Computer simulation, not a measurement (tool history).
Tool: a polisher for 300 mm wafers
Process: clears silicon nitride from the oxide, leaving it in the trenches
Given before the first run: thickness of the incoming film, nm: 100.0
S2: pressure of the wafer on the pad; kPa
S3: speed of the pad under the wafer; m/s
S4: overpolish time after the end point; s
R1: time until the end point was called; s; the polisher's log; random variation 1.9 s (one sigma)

{"run": 1, "hour": 0.0, "flow of slurry (ml/min)": 295, "S2": 20, "S3": 0.82, "S4": 8, "R1": 120.57}
{"run": 2, "hour": 3.8, "flow of slurry (ml/min)": 295, "S2": 20, "S3": 0.98, "S4": 8, "R1": 99.303}
{"run": 3, "hour": 7.2, "flow of slurry (ml/min)": 295, "S2": 16.5, "S3": 0.98, "S4": 8, "R1": 113.65}
{"run": 4, "hour": 12.9, "flow of slurry (ml/min)": 295, "S2": 14.5, "S3": 0.94, "S4": 8, "R1": 134.36}
{"run": 5, "hour": 14.2, "flow of slurry (ml/min)": 295, "S2": 14.5, "S3": 0.76, "S4": 8, "R1": 166.57}
{"run": 6, "hour": 17.0, "flow of slurry (ml/min)": 295, "S2": 14.5, "S3": 0.9, "S4": 8, "R1": 139.2}

Run 7, settings as shown, results not yet in. Your forecast:
{"run": 7, "hour": 18.0, "flow of slurry (ml/min)": 295, "S2": 13.1, "S3": 0.9, "S4": 8, "R1": "?"}

R1: 149.11 s
